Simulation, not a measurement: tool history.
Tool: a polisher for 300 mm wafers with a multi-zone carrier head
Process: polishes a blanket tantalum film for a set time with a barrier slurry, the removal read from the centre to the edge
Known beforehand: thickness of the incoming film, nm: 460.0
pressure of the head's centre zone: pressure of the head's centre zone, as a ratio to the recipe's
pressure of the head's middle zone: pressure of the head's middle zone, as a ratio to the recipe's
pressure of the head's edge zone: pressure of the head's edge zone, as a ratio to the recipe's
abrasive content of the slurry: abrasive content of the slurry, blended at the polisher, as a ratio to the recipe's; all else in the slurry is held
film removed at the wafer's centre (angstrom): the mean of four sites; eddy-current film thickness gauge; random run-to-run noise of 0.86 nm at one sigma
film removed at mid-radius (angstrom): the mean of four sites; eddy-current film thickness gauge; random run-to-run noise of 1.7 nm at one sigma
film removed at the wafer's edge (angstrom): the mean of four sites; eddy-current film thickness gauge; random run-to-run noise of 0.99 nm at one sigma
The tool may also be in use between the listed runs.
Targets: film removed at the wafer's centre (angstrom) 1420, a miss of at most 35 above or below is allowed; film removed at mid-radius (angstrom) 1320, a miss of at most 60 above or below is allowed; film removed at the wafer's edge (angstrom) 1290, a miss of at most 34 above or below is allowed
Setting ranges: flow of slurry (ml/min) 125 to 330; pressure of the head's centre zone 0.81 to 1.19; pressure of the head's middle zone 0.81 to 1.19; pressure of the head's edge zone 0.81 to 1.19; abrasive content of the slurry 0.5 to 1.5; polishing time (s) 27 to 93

run,hour,flow of slurry (ml/min),pressure of the head's centre zone,pressure of the head's middle zone,pressure of the head's edge zone,abrasive content of the slurry,polishing time (s),film removed at the wafer's centre (angstrom),film removed at mid-radius (angstrom),film removed at the wafer's edge (angstrom)
1,0,210,1,1,1,1,59,1043.7,1062.9,1053.5
2,4.6,225,1.04,1.02,1.04,1.1,59,1123.4,1122.8,1112.1
3,8.3,185,1.04,1.02,1.04,1.1,59,1103.7,1121.3,1087.7
4,11,200,1.08,1.04,1.08,1.15,59,1162.4,1121.9,1149.3
5,14.2,200,1.08,1.11,1.08,1.15,59,1157.6,1200.5,1143.3
6,20.8,215,1.11,1.12,1.09,1.2,59,1230.5,1226.8,1176.1
7,29.6,230,1.13,1.13,1.1,1.2,59,1267,1270.4,1200.2
8,31.8,245,1.15,1.12,1.11,1.2,59,1303.9,1236.6,1187.2
9,35.2,245,1.15,1.12,1.11,1.2,59,1291.7,1254.8,1206.4

Next run, 4 choices. One meets every target within its allowed miss, the rest don't. Which?
A,38.6,290,1.12,1.04,1.05,1.2,65,?,?,?
B,38.6,315,1.11,1.11,1.04,1.15,69,?,?,?
C,38.6,220,0.92,1.04,1.19,1.15,65,?,?,?
D,38.6,250,1.16,1.13,1.08,1.15,69,?,?,?

move,film removed at the wafer's centre (angstrom),film removed at mid-radius (angstrom),film removed at the wafer's edge (angstrom)
A,1427.3,1330,1304.6
B,1498.3,1487.4,1369.5
C,1114.3,1272,1339.8
D,1523.6,1472.6,1368.8
A: all results in spec
B: carries the result that was furthest off beyond its target, to the other side
C: the biggest miss grows against the last run
D: carries the result that was furthest off beyond its target, to the other side
A meets every target.
